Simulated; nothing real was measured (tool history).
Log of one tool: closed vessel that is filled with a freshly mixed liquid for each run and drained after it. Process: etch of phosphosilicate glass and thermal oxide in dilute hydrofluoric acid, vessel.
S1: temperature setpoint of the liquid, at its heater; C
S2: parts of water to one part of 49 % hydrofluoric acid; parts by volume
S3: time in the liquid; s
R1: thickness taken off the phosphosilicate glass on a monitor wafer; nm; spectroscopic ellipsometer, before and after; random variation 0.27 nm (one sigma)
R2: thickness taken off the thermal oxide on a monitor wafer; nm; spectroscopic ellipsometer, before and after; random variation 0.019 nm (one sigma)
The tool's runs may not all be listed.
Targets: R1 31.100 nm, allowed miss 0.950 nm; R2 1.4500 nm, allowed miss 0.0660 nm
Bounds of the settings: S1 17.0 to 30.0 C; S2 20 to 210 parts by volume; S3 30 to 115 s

{"run": 1, "day": 0.0, "S1": 22.0, "S2": 115, "S3": 60, "R1": 39.292, "R2": 1.7604}
{"run": 2, "day": 0.208, "S1": 22.0, "S2": 115, "S3": 85, "R1": 55.817, "R2": 2.5981}
{"run": 3, "day": 0.454, "S1": 22.0, "S2": 115, "S3": 95, "R1": 61.456, "R2": 2.8614}
{"run": 4, "day": 0.592, "S1": 21.5, "S2": 120, "S3": 95, "R1": 58.064, "R2": 2.6463}
{"run": 5, "day": 0.85, "S1": 21.5, "S2": 125, "S3": 95, "R1": 54.557, "R2": 2.553}
{"run": 6, "day": 1.062, "S1": 21.0, "S2": 130, "S3": 95, "R1": 51.095, "R2": 2.4325}
{"run": 7, "day": 1.15, "S1": 21.0, "S2": 135, "S3": 95, "R1": 49.515, "R2": 2.3001}
{"run": 8, "day": 1.325, "S1": 17.0, "S2": 170, "S3": 95, "R1": 32.153, "R2": 1.5173}

5 next moves are on the table. One of them brings every result within its allowed miss. Which?
{"run": "A", "day": 1.5, "S1": 18.0, "S2": 180, "S3": 100, "R1": "?", "R2": "?"}
{"run": "B", "day": 1.5, "S1": 20.5, "S2": 95, "S3": 45, "R1": "?", "R2": "?"}
{"run": "C", "day": 1.5, "S1": 17.0, "S2": 165, "S3": 95, "R1": "?", "R2": "?"}
{"run": "D", "day": 1.5, "S1": 18.0, "S2": 155, "S3": 80, "R1": "?", "R2": "?"}
{"run": "E", "day": 1.5, "S1": 19.5, "S2": 65, "S3": 30, "R1": "?", "R2": "?"}

move=A R1=33.638 R2=1.5268
move=B R1=34.619 R2=1.5713
move=C R1=33.934 R2=1.5402
move=D R1=31.995 R2=1.4522
move=E R1=33.439 R2=1.5178
A: further off than the last run
B: further off than the last run
C: further off than the last run
D: meets every target
E: further off than the last run
Move D is the one to make.
